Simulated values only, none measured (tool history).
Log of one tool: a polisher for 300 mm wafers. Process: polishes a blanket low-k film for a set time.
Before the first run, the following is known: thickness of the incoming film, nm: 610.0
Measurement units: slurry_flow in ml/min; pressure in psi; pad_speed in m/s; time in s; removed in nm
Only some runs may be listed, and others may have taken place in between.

run 1 hour=0 | slurry_flow=255 pressure=2.5 pad_speed=0.86 slurry_solids=1 time=45 | removed=19.815
run 2 hour=1.5 | slurry_flow=255 pressure=2.4 pad_speed=0.86 slurry_solids=1 time=45 | removed=18.881
run 3 hour=7.2 | slurry_flow=305 pressure=2.4 pad_speed=0.86 slurry_solids=1 time=45 | removed=19.373
run 4 hour=9.7 | slurry_flow=305 pressure=2.3 pad_speed=0.86 slurry_solids=1 time=45 | removed=18.076
run 5 hour=18 | slurry_flow=305 pressure=2.2 pad_speed=0.86 slurry_solids=1 time=45 | removed=17.198
run 6 hour=19.4 | slurry_flow=365 pressure=2.2 pad_speed=0.86 slurry_solids=1 time=45 | removed=17.888
run 7 hour=27.5 | slurry_flow=365 pressure=2.1 pad_speed=0.86 slurry_solids=1 time=45 | removed=17.025
run 8 hour=32.8 | slurry_flow=365 pressure=2 pad_speed=0.86 slurry_solids=1 time=45 | removed=16.038

Predict the results of run 9:
run 9 hour=41 | slurry_flow=365 pressure=1.8 pad_speed=0.86 slurry_solids=1 time=45 | removed=?

removed: 14.653 nm
